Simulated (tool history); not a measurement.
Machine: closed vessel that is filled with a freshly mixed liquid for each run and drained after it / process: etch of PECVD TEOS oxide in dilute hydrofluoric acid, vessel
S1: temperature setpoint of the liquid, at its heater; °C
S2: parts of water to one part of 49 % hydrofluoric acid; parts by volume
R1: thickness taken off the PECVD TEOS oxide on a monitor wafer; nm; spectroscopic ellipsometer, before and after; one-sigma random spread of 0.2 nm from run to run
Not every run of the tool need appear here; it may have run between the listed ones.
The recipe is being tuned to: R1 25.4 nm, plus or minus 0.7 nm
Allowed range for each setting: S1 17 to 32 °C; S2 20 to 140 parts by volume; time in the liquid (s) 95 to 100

{"run": 1, "hour": 0.0, "S1": 24, "S2": 75, "time in the liquid (s)": 95, "R1": 17.338}
{"run": 2, "hour": 2.9, "S1": 21, "S2": 75, "time in the liquid (s)": 95, "R1": 15.043}
{"run": 3, "hour": 7.1, "S1": 23.5, "S2": 75, "time in the liquid (s)": 95, "R1": 17.054}
{"run": 4, "hour": 13.7, "S1": 25.5, "S2": 75, "time in the liquid (s)": 95, "R1": 18.459}
{"run": 5, "hour": 16.9, "S1": 27, "S2": 75, "time in the liquid (s)": 95, "R1": 19.828}
{"run": 6, "hour": 25.0, "S1": 27, "S2": 95, "time in the liquid (s)": 95, "R1": 15.227}
{"run": 7, "hour": 32.9, "S1": 28, "S2": 90, "time in the liquid (s)": 95, "R1": 16.507}
{"run": 8, "hour": 40.8, "S1": 29, "S2": 85, "time in the liquid (s)": 95, "R1": 18.63}
{"hour": 48.5, "done": "thermometer replaced"}
{"run": 9, "hour": 48.5, "S1": 29.5, "S2": 80, "time in the liquid (s)": 95, "R1": 22.288}
{"run": 10, "hour": 50.6, "S1": 30, "S2": 80, "time in the liquid (s)": 95, "R1": 22.462}
{"run": 11, "hour": 58.4, "S1": 30.5, "S2": 80, "time in the liquid (s)": 95, "R1": 23.308}
{"run": 12, "hour": 63.9, "S1": 31, "S2": 80, "time in the liquid (s)": 95, "R1": 23.621}
{"run": 13, "hour": 70.8, "S1": 32, "S2": 75, "time in the liquid (s)": 95, "R1": 26.175}

Consider the 4 candidate settings below. Which is the only one whose results all fall within their allowed miss of target?
{"run": "A", "hour": 77.7, "S1": 32, "S2": 75, "time in the liquid (s)": 100, "R1": "?"}
{"run": "B", "hour": 77.7, "S1": 29, "S2": 70, "time in the liquid (s)": 100, "R1": "?"}
{"run": "C", "hour": 77.7, "S1": 31, "S2": 75, "time in the liquid (s)": 95, "R1": "?"}
{"run": "D", "hour": 77.7, "S1": 31, "S2": 70, "time in the liquid (s)": 95, "R1": "?"}

move=A R1=27.654
move=B R1=26.616
move=C R1=25.296
move=D R1=27.309
A: misses by more than the last run did
B: misses by more than the last run did
C: all results land within tolerance of their targets
D: misses by more than the last run did
Correct choice: C, which meets every target
